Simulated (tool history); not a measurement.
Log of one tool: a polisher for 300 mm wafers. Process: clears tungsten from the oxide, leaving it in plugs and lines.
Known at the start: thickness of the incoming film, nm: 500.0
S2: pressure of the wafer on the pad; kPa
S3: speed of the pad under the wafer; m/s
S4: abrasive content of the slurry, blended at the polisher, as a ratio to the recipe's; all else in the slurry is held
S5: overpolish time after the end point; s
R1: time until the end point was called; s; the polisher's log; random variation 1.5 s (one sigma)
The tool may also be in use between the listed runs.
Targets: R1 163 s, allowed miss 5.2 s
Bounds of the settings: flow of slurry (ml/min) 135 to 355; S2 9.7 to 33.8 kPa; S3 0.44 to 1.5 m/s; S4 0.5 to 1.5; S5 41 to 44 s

run 1 day=0 | flow_of_slurry_(ml/min)=225 S2=21.4 S3=0.96 S4=1 S5=41 | R1=128.95
run 2 day=0.296 | flow_of_slurry_(ml/min)=225 S2=21.4 S3=0.96 S4=1.15 S5=41 | R1=124.63
run 3 day=0.412 | flow_of_slurry_(ml/min)=225 S2=20.7 S3=0.96 S4=1.15 S5=41 | R1=127.98
run 4 day=0.729 | flow_of_slurry_(ml/min)=225 S2=26.2 S3=0.96 S4=1.15 S5=41 | R1=102.41
run 5 day=0.962 | flow_of_slurry_(ml/min)=225 S2=26.2 S3=0.84 S4=1.15 S5=41 | R1=118.15
run 6 day=1.092 | flow_of_slurry_(ml/min)=250 S2=26.2 S3=0.84 S4=1.15 S5=41 | R1=116.09
run 7 day=1.4 | flow_of_slurry_(ml/min)=250 S2=26.2 S3=0.84 S4=1.15 S5=41 | R1=114.6
run 8 day=1.679 | flow_of_slurry_(ml/min)=245 S2=25.5 S3=0.84 S4=1.15 S5=41 | R1=117.33

Which of these 4 next moves meets every target?
run A day=1.958 | flow_of_slurry_(ml/min)=200 S2=20.7 S3=0.88 S4=0.85 S5=41 | R1=?
run B day=1.958 | flow_of_slurry_(ml/min)=220 S2=22.8 S3=0.62 S4=1.05 S5=41 | R1=?
run C day=1.958 | flow_of_slurry_(ml/min)=255 S2=22.8 S3=0.74 S4=1.1 S5=44 | R1=?
run D day=1.958 | flow_of_slurry_(ml/min)=195 S2=17.2 S3=0.92 S4=1.15 S5=44 | R1=?

move=A R1=152.42
move=B R1=183.3
move=C R1=150.39
move=D R1=163.52
A: nearer than the last run, and not there yet
B: takes the result that was furthest off past its target
C: nearer than the last run, and not there yet
D: meets every target
The right move is D.
